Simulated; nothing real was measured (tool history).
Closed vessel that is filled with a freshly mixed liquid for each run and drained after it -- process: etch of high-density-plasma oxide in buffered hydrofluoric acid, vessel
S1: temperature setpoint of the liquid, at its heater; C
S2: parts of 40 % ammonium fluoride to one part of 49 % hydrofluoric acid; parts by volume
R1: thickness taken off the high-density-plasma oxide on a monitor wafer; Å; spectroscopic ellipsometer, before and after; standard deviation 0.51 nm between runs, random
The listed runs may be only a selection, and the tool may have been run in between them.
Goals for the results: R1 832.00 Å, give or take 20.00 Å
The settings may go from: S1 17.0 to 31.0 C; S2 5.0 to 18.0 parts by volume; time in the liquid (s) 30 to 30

{"run": 1, "day": 0.0, "S1": 23.0, "S2": 11.0, "time in the liquid (s)": 30, "R1": 326.6}
{"run": 2, "day": 0.108, "S1": 24.5, "S2": 11.0, "time in the liquid (s)": 30, "R1": 350.81}
{"run": 3, "day": 0.421, "S1": 24.5, "S2": 11.0, "time in the liquid (s)": 30, "R1": 350.01}
{"run": 4, "day": 0.629, "S1": 27.0, "S2": 9.0, "time in the liquid (s)": 30, "R1": 472.0}
{"run": 5, "day": 0.762, "S1": 24.5, "S2": 9.0, "time in the liquid (s)": 30, "R1": 414.06}
{"run": 6, "day": 1.121, "S1": 27.0, "S2": 7.5, "time in the liquid (s)": 30, "R1": 580.69}
{"day": 1.438, "done": "thermometer replaced"}
{"run": 7, "day": 1.438, "S1": 28.5, "S2": 7.0, "time in the liquid (s)": 30, "R1": 749.0}
{"run": 8, "day": 1.567, "S1": 29.0, "S2": 7.0, "time in the liquid (s)": 30, "R1": 781.68}
{"run": 9, "day": 1.658, "S1": 29.5, "S2": 7.0, "time in the liquid (s)": 30, "R1": 807.88}

Which of these 4 next moves meets every target?
{"run": "A", "day": 1.75, "S1": 29.0, "S2": 6.0, "time in the liquid (s)": 30, "R1": "?"}
{"run": "B", "day": 1.75, "S1": 31.0, "S2": 7.0, "time in the liquid (s)": 30, "R1": "?"}
{"run": "C", "day": 1.75, "S1": 26.5, "S2": 5.5, "time in the liquid (s)": 30, "R1": "?"}
{"run": "D", "day": 1.75, "S1": 30.0, "S2": 6.5, "time in the liquid (s)": 30, "R1": "?"}

move=A R1=888.48
move=B R1=863.36
move=C R1=837.52
move=D R1=873.81
A: carries the result that was furthest off beyond its target, to the other side
B: carries the result that was furthest off beyond its target, to the other side
C: every result lands within tolerance
D: carries the result that was furthest off beyond its target, to the other side
Go with C: it meets all targets.

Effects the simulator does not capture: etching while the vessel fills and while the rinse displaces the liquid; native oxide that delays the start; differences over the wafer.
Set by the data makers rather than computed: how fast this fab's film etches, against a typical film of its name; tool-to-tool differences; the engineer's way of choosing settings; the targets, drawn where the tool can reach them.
